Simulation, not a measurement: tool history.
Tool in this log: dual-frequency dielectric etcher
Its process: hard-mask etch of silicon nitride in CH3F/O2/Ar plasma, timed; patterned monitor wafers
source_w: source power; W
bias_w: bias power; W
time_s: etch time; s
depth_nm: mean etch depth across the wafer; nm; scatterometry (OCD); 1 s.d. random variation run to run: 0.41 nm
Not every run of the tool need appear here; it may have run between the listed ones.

Run 1, hour 0.0: source_w 390 W, bias_w 78 W, time_s 244.0 s. Result: depth_nm 156.21 nm.
Run 2, hour 8.9: source_w 370 W, bias_w 77 W, time_s 244.0 s. Result: depth_nm 152.26 nm.
Run 3, hour 15.2: source_w 340 W, bias_w 77 W, time_s 244.0 s. Result: depth_nm 146.32 nm.
Run 4, hour 19.2: source_w 340 W, bias_w 77 W, time_s 254.5 s. Result: depth_nm 153.62 nm.
Run 5, hour 25.5: source_w 340 W, bias_w 77 W, time_s 254.5 s. Result: depth_nm 153.57 nm.
Run 6, hour 32.7: source_w 330 W, bias_w 76 W, time_s 254.5 s. Result: depth_nm 150.81 nm.
Run 7, hour 41.4: source_w 320 W, bias_w 75 W, time_s 254.5 s. Result: depth_nm 147.96 nm.
Run 8, hour 48.1: source_w 310 W, bias_w 75 W, time_s 254.5 s. Result: depth_nm 145.54 nm.

Predict the results of run 9:
Run 9, hour 53.8: source_w 310 W, bias_w 75 W, time_s 254.5 s. Result: depth_nm ?.

depth_nm: 145.48 nm

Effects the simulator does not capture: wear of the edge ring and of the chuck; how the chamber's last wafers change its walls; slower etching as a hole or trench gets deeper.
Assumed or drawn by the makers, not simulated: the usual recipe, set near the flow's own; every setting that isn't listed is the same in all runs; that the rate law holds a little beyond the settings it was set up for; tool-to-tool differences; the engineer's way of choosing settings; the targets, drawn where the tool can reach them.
